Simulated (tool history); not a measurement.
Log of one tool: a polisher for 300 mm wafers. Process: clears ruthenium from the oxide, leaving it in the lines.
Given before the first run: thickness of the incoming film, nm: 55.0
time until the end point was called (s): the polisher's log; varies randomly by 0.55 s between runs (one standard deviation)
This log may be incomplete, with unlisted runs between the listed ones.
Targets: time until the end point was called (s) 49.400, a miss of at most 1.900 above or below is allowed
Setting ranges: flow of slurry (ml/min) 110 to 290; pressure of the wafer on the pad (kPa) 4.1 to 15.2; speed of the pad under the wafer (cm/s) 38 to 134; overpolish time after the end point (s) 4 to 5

| run | hour | flow of slurry (ml/min) | pressure of the wafer on the pad (kPa) | speed of the pad under the wafer (cm/s) | overpolish time after the end point (s) | time until the end point was called (s) |
|---|---|---|---|---|---|---|
| 1 | 0.0 | 185 | 9.7 | 86 | 5 | 81.795 |
| 2 | 3.3 | 185 | 9.7 | 86 | 5 | 80.621 |
| 3 | 10.7 | 185 | 8.3 | 86 | 5 | 93.347 |
| 4 | 15.8 | 190 | 9.7 | 86 | 5 | 81.083 |
| 5 | 20.7 | 230 | 9.7 | 86 | 5 | 79.402 |
| 6 | 26.1 | 230 | 11.0 | 86 | 5 | 68.523 |
| 7 | 34.5 | 235 | 13.8 | 88 | 5 | 54.060 |
| 8 | 41.3 | 240 | 14.5 | 88 | 5 | 52.839 |

Next run, 5 choices. One meets every target within its allowed miss, the rest don't. Which?
| A | 48.1 | 235 | 13.1 | 94 | 5 | ? |
| B | 48.1 | 220 | 14.5 | 78 | 5 | ? |
| C | 48.1 | 205 | 14.5 | 80 | 5 | ? |
| D | 48.1 | 230 | 15.2 | 98 | 4 | ? |
| E | 48.1 | 240 | 14.5 | 92 | 4 | ? |

| move | time until the end point was called (s) |
|---|---|
| A | 54.504 |
| B | 58.693 |
| C | 57.873 |
| D | 45.591 |
| E | 50.264 |
A: moves away from the targets compared with the last run
B: moves away from the targets compared with the last run
C: moves away from the targets compared with the last run
D: takes the biggest miss from the last run beyond its target
E: all results land within tolerance of their targets
So the answer is move E, the one that meets all the targets.
